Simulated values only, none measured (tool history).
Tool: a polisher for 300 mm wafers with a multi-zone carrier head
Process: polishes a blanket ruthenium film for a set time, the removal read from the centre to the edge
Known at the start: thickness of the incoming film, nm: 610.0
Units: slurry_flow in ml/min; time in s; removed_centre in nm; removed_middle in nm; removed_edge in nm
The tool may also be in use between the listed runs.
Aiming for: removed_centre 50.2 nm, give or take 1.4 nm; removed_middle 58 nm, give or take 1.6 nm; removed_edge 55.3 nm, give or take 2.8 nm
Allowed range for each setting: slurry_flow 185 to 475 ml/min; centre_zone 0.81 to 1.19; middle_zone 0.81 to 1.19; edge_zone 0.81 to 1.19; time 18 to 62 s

run 1 hour=0 | slurry_flow=305 centre_zone=1 middle_zone=1 edge_zone=1 time=40 | removed_centre=47.601 removed_middle=48.112 removed_edge=43.859
run 2 hour=6.7 | slurry_flow=350 centre_zone=1 middle_zone=1 edge_zone=1 time=40 | removed_centre=49.029 removed_middle=48.108 removed_edge=44.551
run 3 hour=9.1 | slurry_flow=350 centre_zone=1.07 middle_zone=1 edge_zone=1 time=40 | removed_centre=51.516 removed_middle=47.754 removed_edge=45.568
run 4 hour=15.6 | slurry_flow=350 centre_zone=1.03 middle_zone=1.01 edge_zone=1.04 time=41 | removed_centre=51.274 removed_middle=50.037 removed_edge=46.246
run 5 hour=20.7 | slurry_flow=330 centre_zone=0.98 middle_zone=0.99 edge_zone=1.08 time=43 | removed_centre=51.551 removed_middle=51.525 removed_edge=50.146
run 6 hour=21.3 | slurry_flow=275 centre_zone=0.98 middle_zone=0.99 edge_zone=1.08 time=43 | removed_centre=49.065 removed_middle=49.974 removed_edge=48.583
run 7 hour=28.4 | slurry_flow=290 centre_zone=0.96 middle_zone=1 edge_zone=1.11 time=44 | removed_centre=50.323 removed_middle=52.35 removed_edge=50.923
run 8 hour=35 | slurry_flow=290 centre_zone=0.96 middle_zone=1 edge_zone=1.11 time=44 | removed_centre=50.913 removed_middle=51.653 removed_edge=51.236
run 9 hour=42.1 | slurry_flow=295 centre_zone=0.94 middle_zone=1.02 edge_zone=1.13 time=44 | removed_centre=50.441 removed_middle=52.951 removed_edge=52.933
run 10 hour=49.6 | slurry_flow=295 centre_zone=0.94 middle_zone=1.02 edge_zone=1.13 time=44 | removed_centre=50.445 removed_middle=52.738 removed_edge=51.934
run 11 hour=56.9 | slurry_flow=300 centre_zone=0.92 middle_zone=1.04 edge_zone=1.14 time=44 | removed_centre=49.249 removed_middle=53.402 removed_edge=51.445

Of the 5 settings listed for the next run, only one would bring every result within its allowed miss of target. Which one?
run A hour=64.2 | slurry_flow=320 centre_zone=0.92 middle_zone=1.15 edge_zone=0.97 time=44 | removed_centre=? removed_middle=? removed_edge=?
run B hour=64.2 | slurry_flow=275 centre_zone=0.86 middle_zone=1.1 edge_zone=1.17 time=49 | removed_centre=? removed_middle=? removed_edge=?
run C hour=64.2 | slurry_flow=265 centre_zone=1.06 middle_zone=0.93 edge_zone=1.09 time=40 | removed_centre=? removed_middle=? removed_edge=?
run D hour=64.2 | slurry_flow=300 centre_zone=0.87 middle_zone=0.99 edge_zone=1.16 time=45 | removed_centre=? removed_middle=? removed_edge=?
run E hour=64.2 | slurry_flow=305 centre_zone=0.86 middle_zone=1.05 edge_zone=1.16 time=47 | removed_centre=? removed_middle=? removed_edge=?

move=A removed_centre=49.749 removed_middle=57.561 removed_edge=48.826
move=B removed_centre=51.666 removed_middle=61.041 removed_edge=58.009
move=C removed_centre=49.275 removed_middle=44.009 removed_edge=45.888
move=D removed_centre=48.357 removed_middle=52.5 removed_edge=53.541
move=E removed_centre=50.182 removed_middle=57.277 removed_edge=55.958
A: corrects the largest miss of the last run, while another result sits out of spec
B: pushes the last run's worst result past its target
C: misses by more than the last run did
D: misses by more than the last run did
E: hits every target within its allowed miss
E is the move that brings every result within its allowed miss.
